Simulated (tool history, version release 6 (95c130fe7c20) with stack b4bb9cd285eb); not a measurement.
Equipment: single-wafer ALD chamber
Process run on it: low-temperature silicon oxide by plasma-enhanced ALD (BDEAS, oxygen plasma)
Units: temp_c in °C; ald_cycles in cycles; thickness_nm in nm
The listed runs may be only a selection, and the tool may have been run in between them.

run    day  temp_c  ald_cycles  thickness_nm
  1      0      95          56        7.4494
  2  0.058      97          53        6.9825
  3  0.346      97          46         6.072
  4  0.396     105          46        5.9742
  5  0.542     105          45        5.8534
  6  0.812     105          50        6.4764
  7  0.842     105          48         6.231
     1.062  -- thermocouple changed; heater temperature recalibrated
  8  1.062     105          47        6.1785
  9  1.304     105          46        6.0542

For run 10, what comes out?
 10  1.508     105          46             ?

thickness_nm: 6.0506 nm

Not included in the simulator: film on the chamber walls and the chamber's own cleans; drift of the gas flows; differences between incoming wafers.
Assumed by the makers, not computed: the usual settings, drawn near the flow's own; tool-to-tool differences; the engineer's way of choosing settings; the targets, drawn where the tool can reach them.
